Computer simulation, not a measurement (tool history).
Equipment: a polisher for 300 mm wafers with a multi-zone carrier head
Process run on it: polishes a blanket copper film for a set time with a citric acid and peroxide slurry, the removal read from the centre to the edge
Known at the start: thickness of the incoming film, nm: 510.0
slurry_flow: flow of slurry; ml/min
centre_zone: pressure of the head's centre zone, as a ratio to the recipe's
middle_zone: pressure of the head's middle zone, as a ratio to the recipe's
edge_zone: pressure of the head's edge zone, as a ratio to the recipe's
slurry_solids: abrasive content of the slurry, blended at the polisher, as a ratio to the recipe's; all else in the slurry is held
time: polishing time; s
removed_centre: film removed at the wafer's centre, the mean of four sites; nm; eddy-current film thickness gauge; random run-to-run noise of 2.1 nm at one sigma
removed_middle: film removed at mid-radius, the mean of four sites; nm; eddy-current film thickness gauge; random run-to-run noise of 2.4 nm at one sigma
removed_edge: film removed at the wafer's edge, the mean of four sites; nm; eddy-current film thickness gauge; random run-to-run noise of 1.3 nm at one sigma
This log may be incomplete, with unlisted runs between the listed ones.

Run 1, hour 0.0: slurry_flow 280 ml/min, centre_zone 1.00, middle_zone 1.00, edge_zone 1.00, slurry_solids 1.00, time 61 s. Result: removed_centre 206.15 nm, removed_middle 205.25 nm, removed_edge 202.27 nm.
Run 2, hour 4.0: slurry_flow 275 ml/min, centre_zone 0.99, middle_zone 0.98, edge_zone 0.96, slurry_solids 0.90, time 61 s. Result: removed_centre 192.53 nm, removed_middle 190.50 nm, removed_edge 196.00 nm.
Run 3, hour 6.5: slurry_flow 275 ml/min, centre_zone 0.99, middle_zone 0.98, edge_zone 0.96, slurry_solids 0.90, time 51 s. Result: removed_centre 161.12 nm, removed_middle 162.06 nm, removed_edge 162.55 nm.
Run 4, hour 13.0: slurry_flow 275 ml/min, centre_zone 0.99, middle_zone 0.98, edge_zone 0.91, slurry_solids 0.90, time 51 s. Result: removed_centre 161.60 nm, removed_middle 163.02 nm, removed_edge 158.15 nm.
Run 5, hour 13.9: slurry_flow 285 ml/min, centre_zone 1.00, middle_zone 0.99, edge_zone 0.94, slurry_solids 0.95, time 51 s. Result: removed_centre 166.31 nm, removed_middle 164.85 nm, removed_edge 166.44 nm.
Run 6, hour 16.8: slurry_flow 285 ml/min, centre_zone 0.93, middle_zone 0.99, edge_zone 0.94, slurry_solids 0.95, time 51 s. Result: removed_centre 157.77 nm, removed_middle 166.95 nm, removed_edge 163.30 nm.
Run 7, hour 24.0: slurry_flow 300 ml/min, centre_zone 0.96, middle_zone 1.00, edge_zone 0.95, slurry_solids 0.95, time 51 s. Result: removed_centre 163.78 nm, removed_middle 169.26 nm, removed_edge 163.50 nm.

Run 8, settings as shown, results not yet in. Your forecast:
Run 8, hour 32.1: slurry_flow 305 ml/min, centre_zone 0.98, middle_zone 1.01, edge_zone 0.97, slurry_solids 1.00, time 51 s. Result: removed_centre ?, removed_middle ?, removed_edge ?.

{"run 8": {"removed_centre": 164.6, "removed_middle": 169.45, "removed_edge": 170.05}}

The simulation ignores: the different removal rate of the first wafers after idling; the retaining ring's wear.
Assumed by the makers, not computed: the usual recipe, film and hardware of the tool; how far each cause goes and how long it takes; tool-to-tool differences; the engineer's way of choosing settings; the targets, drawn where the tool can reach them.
